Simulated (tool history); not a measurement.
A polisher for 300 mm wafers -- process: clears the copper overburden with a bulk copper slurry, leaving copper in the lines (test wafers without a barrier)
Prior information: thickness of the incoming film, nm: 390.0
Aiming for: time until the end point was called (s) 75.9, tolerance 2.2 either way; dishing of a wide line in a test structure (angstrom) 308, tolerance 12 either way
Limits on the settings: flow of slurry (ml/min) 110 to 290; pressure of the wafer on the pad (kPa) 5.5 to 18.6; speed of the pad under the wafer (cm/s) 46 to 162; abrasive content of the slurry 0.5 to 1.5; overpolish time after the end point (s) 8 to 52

run,hour,flow of slurry (ml/min),pressure of the wafer on the pad (kPa),speed of the pad under the wafer (cm/s),abrasive content of the slurry,overpolish time after the end point (s),time until the end point was called (s),dishing of a wide line in a test structure (angstrom)
1,0,185,11.7,104,1,26,91.894,313.42
2,2.1,185,11.7,92,1,26,101.98,303.92
3,5.7,195,12.4,92,1,23,96.058,306.93
4,10,200,13.1,92,1,19,92.782,292.3
5,15.6,200,13.1,80,1,19,103.58,282.63
6,17.9,200,13.1,66,1,19,125.85,255.32
7,20.2,205,14.5,66,1,20,112.27,284.11
8,22.9,210,15.9,68,1,17,100.84,271.78
9,26.6,215,16.5,70,1,18,92.871,292.54
10,34.9,220,17.2,72,1,17,87.837,300
11,37.2,220,17.9,74,1,16,81.906,292.45
12,45.7,220,17.9,74,1,17,82.013,297.78

Consider the 4 candidate settings below. Which is the only one whose results all fall within their allowed miss of target?
A,54.2,230,17.9,72,1.15,35,?,?
B,54.2,230,18.6,82,1,13,?,?
C,54.2,150,17.9,74,1.35,28,?,?
D,54.2,220,15.2,98,0.9,18,?,?

move,time until the end point was called (s),dishing of a wide line in a test structure (angstrom)
A,81.091,349.36
B,71.082,294.36
C,81.554,341.84
D,75.199,314.89
A: further off than the last run
B: moves the result that the last run missed by most past its target, out the other side
C: just as far off the targets as the last run
D: each result inside its tolerance
Go with D: it meets all targets.
